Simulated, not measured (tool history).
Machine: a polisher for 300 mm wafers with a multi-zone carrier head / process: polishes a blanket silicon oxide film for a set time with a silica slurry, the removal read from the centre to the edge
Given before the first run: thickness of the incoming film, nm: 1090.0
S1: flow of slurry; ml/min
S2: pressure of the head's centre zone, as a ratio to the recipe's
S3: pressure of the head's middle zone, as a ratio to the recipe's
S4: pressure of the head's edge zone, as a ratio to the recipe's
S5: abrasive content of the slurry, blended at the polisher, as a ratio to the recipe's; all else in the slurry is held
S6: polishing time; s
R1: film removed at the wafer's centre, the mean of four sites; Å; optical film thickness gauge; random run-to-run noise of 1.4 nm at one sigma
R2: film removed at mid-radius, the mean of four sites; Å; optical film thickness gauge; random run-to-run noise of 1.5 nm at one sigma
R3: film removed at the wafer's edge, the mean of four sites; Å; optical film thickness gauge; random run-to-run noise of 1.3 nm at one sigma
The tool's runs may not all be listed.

{"run": 1, "hour": 0.0, "S1": 175, "S2": 1.0, "S3": 1.0, "S4": 1.0, "S5": 1.0, "S6": 55, "R1": 1646.2, "R2": 1653.6, "R3": 1706.4}
{"run": 2, "hour": 6.4, "S1": 205, "S2": 1.0, "S3": 1.0, "S4": 1.0, "S5": 1.0, "S6": 55, "R1": 1652.8, "R2": 1687.0, "R3": 1724.9}
{"run": 3, "hour": 6.9, "S1": 205, "S2": 1.0, "S3": 1.0, "S4": 1.04, "S5": 1.0, "S6": 55, "R1": 1672.7, "R2": 1670.5, "R3": 1799.0}
{"run": 4, "hour": 10.7, "S1": 205, "S2": 1.0, "S3": 1.0, "S4": 1.04, "S5": 1.0, "S6": 62, "R1": 1897.4, "R2": 1845.8, "R3": 2011.6}
{"run": 5, "hour": 16.5, "S1": 200, "S2": 1.02, "S3": 0.97, "S4": 0.99, "S5": 0.9, "S6": 59, "R1": 1763.7, "R2": 1619.3, "R3": 1754.5}
{"run": 6, "hour": 21.3, "S1": 215, "S2": 1.02, "S3": 0.97, "S4": 0.99, "S5": 0.9, "S6": 59, "R1": 1765.1, "R2": 1678.3, "R3": 1786.2}
{"run": 7, "hour": 27.0, "S1": 205, "S2": 1.03, "S3": 0.95, "S4": 0.95, "S5": 0.8, "S6": 57, "R1": 1598.3, "R2": 1491.8, "R3": 1582.9}
{"run": 8, "hour": 34.5, "S1": 195, "S2": 1.05, "S3": 0.94, "S4": 0.92, "S5": 0.75, "S6": 56, "R1": 1552.2, "R2": 1379.4, "R3": 1461.2}
{"run": 9, "hour": 39.2, "S1": 185, "S2": 1.06, "S3": 0.94, "S4": 0.89, "S5": 0.7, "S6": 56, "R1": 1478.0, "R2": 1369.2, "R3": 1363.7}

Run 10 is up next; what results do you expect?
{"run": 10, "hour": 48.0, "S1": 175, "S2": 1.07, "S3": 0.92, "S4": 0.87, "S5": 0.65, "S6": 56, "R1": "?", "R2": "?", "R3": "?"}

R1: 1421.0 Å
R2: 1239.0 Å
R3: 1334.6 Å
